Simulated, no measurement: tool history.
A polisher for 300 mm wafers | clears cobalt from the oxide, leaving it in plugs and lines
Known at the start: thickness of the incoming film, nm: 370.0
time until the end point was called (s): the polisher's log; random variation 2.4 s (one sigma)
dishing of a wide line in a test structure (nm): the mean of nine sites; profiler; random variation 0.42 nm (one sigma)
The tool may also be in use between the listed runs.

run  hour  flow of slurry (ml/min)  pressure of the wafer on the pad (kPa)  speed of the pad under the wafer (m/s)  overpolish time after the end point (s)  time until the end point was called (s)  dishing of a wide line in a test structure (nm)
  1     0                      145                                    17.2                                     0.9                                       25                                   69.146                                           38.763
  2   5.1                      125                                    17.2                                     0.9                                       25                                   70.155                                            38.23
  3  13.3                      120                                    14.5                                    0.84                                       22                                   88.716                                           35.848
  4  14.6                      120                                    12.4                                    0.84                                       22                                   102.41                                           33.879
  5  16.1                      135                                    12.4                                    0.84                                       22                                   100.36                                           34.378
  6    25                      135                                      11                                    0.82                                       25                                   116.07                                           34.159
  7  26.7                      135                                     7.6                                     0.8                                       26                                   165.98                                            31.15
  8  34.4                      135                                       9                                    0.78                                       35                                   147.34                                           35.585

Forecast run 9:
  9  38.5                      135                                       9                                    0.78                                       33                                        ?                                                ?

Run 9 gave time until the end point was called (s) 147.53, dishing of a wide line in a test structure (nm) 34.437.
